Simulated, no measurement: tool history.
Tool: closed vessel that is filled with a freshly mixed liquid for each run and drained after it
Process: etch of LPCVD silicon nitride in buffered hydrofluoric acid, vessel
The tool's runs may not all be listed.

| run | hour | temperature setpoint of the liquid (K) | parts of 40 % ammonium fluoride to one part of 49 % hydrofluoric acid (parts by volume) | time in the liquid (s) | thickness taken off the LPCVD silicon nitride on a monitor wafer (Å) |
|---|---|---|---|---|---|
| 1 | 0.0 | 296.15 | 24.0 | 3040 | 190.61 |
| 2 | 4.4 | 299.15 | 24.0 | 3040 | 224.98 |
| 3 | 7.3 | 297.65 | 24.0 | 3040 | 206.72 |
| 4 | 16.0 | 297.65 | 24.0 | 3245 | 220.83 |
| 5 | 23.0 | 297.65 | 28.5 | 3245 | 191.56 |
| 6 | 28.9 | 297.15 | 28.5 | 3245 | 187.49 |

Predict the results of run 7:
| 7 | 31.4 | 296.65 | 28.5 | 3245 | ? |

{"run 7": {"thickness taken off the LPCVD silicon nitride on a monitor wafer (Å)": 182.74}}
